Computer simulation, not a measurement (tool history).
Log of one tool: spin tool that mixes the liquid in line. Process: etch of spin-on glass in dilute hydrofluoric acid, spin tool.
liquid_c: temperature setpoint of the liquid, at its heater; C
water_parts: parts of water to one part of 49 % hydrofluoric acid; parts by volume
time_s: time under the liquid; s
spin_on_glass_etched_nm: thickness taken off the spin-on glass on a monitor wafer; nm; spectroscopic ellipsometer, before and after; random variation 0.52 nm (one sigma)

run 1 hour=0 | liquid_c=24 water_parts=130 time_s=85 | spin_on_glass_etched_nm=24.54
run 2 hour=3 | liquid_c=26.5 water_parts=110 time_s=85 | spin_on_glass_etched_nm=32.572
run 3 hour=8.3 | liquid_c=28 water_parts=110 time_s=85 | spin_on_glass_etched_nm=34.517
run 4 hour=13.4 | liquid_c=28 water_parts=155 time_s=85 | spin_on_glass_etched_nm=22.915
run 5 hour=21 | liquid_c=29 water_parts=130 time_s=85 | spin_on_glass_etched_nm=29.311
run 6 hour=27.9 | liquid_c=26.5 water_parts=130 time_s=85 | spin_on_glass_etched_nm=26.641
run 7 hour=30.9 | liquid_c=28 water_parts=110 time_s=85 | spin_on_glass_etched_nm=33.967

The next listed run, before its measurement:
run 8 hour=34 | liquid_c=29 water_parts=95 time_s=85 | spin_on_glass_etched_nm=?

Run 8 gave spin_on_glass_etched_nm 41.637 nm.

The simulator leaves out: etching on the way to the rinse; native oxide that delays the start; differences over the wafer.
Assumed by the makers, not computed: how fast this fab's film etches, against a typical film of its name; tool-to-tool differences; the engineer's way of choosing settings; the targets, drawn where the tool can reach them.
